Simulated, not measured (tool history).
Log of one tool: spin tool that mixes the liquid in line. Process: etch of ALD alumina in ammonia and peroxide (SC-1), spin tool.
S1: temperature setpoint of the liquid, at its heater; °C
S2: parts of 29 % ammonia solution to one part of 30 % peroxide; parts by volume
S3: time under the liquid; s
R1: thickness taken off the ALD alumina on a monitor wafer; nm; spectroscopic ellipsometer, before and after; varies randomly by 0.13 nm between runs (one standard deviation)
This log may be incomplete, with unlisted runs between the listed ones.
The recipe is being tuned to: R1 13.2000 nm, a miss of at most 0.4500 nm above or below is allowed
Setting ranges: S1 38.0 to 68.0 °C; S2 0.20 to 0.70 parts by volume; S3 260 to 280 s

run	day	S1	S2	S3	R1
1	0.000	52.0	0.40	260	10.4060
2	0.104	52.5	0.40	260	10.3830
3	0.208	53.0	0.40	260	10.9410
4	0.312	50.0	0.40	260	9.1207
5	0.533	50.0	0.50	260	9.4675
6	0.829	51.0	0.50	260	9.9749
7	1.000	57.0	0.50	260	13.8750
8	1.117	57.0	0.50	260	13.9450

Pick the move, out of 5, that brings all results within their allowed miss; only one does.
A	1.233	58.0	0.60	260	?
B	1.233	57.0	0.30	280	?
C	1.233	56.5	0.50	280	?
D	1.233	58.5	0.65	260	?
E	1.233	55.0	0.50	280	?

move	R1
A	14.6200
B	13.9960
C	14.3080
D	15.1190
E	13.2180
A: further off than the last run
B: further off than the last run
C: further off than the last run
D: further off than the last run
E: every result within its allowed miss
Move E is the one to make.
